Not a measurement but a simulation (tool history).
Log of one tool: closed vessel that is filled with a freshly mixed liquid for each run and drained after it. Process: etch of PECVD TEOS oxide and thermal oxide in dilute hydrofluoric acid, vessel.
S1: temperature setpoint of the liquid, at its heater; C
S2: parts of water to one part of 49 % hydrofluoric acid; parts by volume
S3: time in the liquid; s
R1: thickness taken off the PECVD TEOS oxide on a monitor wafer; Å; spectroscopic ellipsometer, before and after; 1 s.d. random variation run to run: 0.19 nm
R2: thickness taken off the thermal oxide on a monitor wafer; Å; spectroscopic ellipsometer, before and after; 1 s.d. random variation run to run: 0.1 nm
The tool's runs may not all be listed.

run	hour	S1	S2	S3	R1	R2
1	0	23	90	305	457.3	152.76
2	8.7	21.5	90	305	428.96	143.16
3	11.5	21.5	65	305	615.12	202.65
4	18.3	21.5	65	395	792.06	264.67
5	23.8	23.5	65	395	872.26	282.2
6	25.9	23	80	395	672.29	224.47
7	29	22.5	90	390	572.2	188.71
8	30.3	21.5	95	390	519.07	170.88
9	37.8	20.5	100	390	471.22	155.32
10	45	19.5	100	390	453.26	150.32

Expected results for the next run?
11	51.5	19	100	390	?	?

Run 11 gave R1 446.84 Å, R2 146.48 Å.

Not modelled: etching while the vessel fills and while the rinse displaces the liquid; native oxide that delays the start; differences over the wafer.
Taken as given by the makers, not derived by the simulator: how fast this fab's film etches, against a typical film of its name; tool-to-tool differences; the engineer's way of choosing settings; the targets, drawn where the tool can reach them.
